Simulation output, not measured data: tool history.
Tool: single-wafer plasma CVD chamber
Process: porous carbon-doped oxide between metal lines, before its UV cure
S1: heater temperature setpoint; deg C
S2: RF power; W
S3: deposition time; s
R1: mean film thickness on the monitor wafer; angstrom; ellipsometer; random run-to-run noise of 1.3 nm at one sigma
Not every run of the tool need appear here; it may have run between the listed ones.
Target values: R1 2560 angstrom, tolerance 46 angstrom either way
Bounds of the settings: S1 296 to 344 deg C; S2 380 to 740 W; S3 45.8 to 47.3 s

| run | hour | S1 | S2 | S3 | R1 |
|---|---|---|---|---|---|
| 1 | 0 | 320 | 560 | 45.8 | 2156.4 |
| 2 | 2.3 | 320 | 560 | 47.3 | 2233.5 |
| 3 | 5.6 | 320 | 560 | 45.8 | 2184.3 |
| 4 | 11.3 | 315 | 575 | 45.9 | 2246.2 |
| 5 | 19 | 312 | 595 | 46 | 2380.6 |
| 6 | 23.9 | 309 | 600 | 46 | 2396.8 |
| 7 | 24.9 | 307 | 605 | 46 | 2435.6 |
|  | 29.7 | thermocouple changed; heater temperature recalibrated |
| 8 | 29.7 | 305 | 610 | 46 | 2431.1 |

Which of these 5 next moves meets every target?
| A | 34.5 | 301 | 660 | 46.7 | ? |
| B | 34.5 | 310 | 615 | 45.8 | ? |
| C | 34.5 | 305 | 630 | 46.1 | ? |
| D | 34.5 | 296 | 635 | 47 | ? |
| E | 34.5 | 310 | 655 | 47.3 | ? |

| move | R1 |
|---|---|
| A | 2628.8 |
| B | 2358.7 |
| C | 2469.7 |
| D | 2644.4 |
| E | 2536.6 |
A: takes the biggest miss from the last run beyond its target
B: misses by more than the last run did
C: nearer the targets than the last run, but a result is still out of spec
D: takes the biggest miss from the last run beyond its target
E: hits every target within its allowed miss
Go with E: it meets all targets.
